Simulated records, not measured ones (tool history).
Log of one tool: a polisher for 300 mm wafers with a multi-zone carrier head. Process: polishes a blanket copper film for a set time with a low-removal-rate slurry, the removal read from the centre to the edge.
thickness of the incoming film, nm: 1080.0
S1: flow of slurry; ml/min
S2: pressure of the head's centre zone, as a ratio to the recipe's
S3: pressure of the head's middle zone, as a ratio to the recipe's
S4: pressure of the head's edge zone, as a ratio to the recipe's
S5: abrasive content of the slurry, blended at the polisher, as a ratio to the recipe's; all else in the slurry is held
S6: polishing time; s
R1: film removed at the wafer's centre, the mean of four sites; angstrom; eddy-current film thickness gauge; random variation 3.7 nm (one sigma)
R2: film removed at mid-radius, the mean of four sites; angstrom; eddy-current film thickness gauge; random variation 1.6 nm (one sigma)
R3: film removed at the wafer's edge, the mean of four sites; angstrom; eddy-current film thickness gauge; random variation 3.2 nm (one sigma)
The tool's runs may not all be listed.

| run | day | S1 | S2 | S3 | S4 | S5 | S6 | R1 | R2 | R3 |
|---|---|---|---|---|---|---|---|---|---|---|
| 1 | 0 | 135 | 1 | 1 | 1 | 1 | 61 | 2035.7 | 2072.9 | 2091.8 |
| 2 | 0.204 | 145 | 1.03 | 1 | 1.03 | 1.05 | 61 | 2108.2 | 2092.3 | 2175.6 |
| 3 | 0.338 | 145 | 1.03 | 1 | 1.03 | 1.05 | 76 | 2669.1 | 2608.2 | 2688.5 |
| 4 | 0.696 | 140 | 1.05 | 0.99 | 1.02 | 1.05 | 76 | 2765.1 | 2554.7 | 2612 |
| 5 | 0.858 | 140 | 1.05 | 0.99 | 1.09 | 1.05 | 76 | 2682.1 | 2582.9 | 2771.6 |
| 6 | 0.921 | 165 | 1.05 | 0.99 | 1.09 | 1.05 | 76 | 2841.7 | 2615.2 | 2833.7 |
|  | 1.208 | edge zone pressure recalibrated |
| 7 | 1.208 | 155 | 1.06 | 0.98 | 1.07 | 1.05 | 76 | 2776.9 | 2578.8 | 2603.8 |

The next listed run, before its measurement:
| 8 | 1.533 | 150 | 1.07 | 0.97 | 1.09 | 1.05 | 76 | ? | ? | ? |

R1: 2796.1 angstrom
R2: 2562.5 angstrom
R3: 2683.7 angstrom
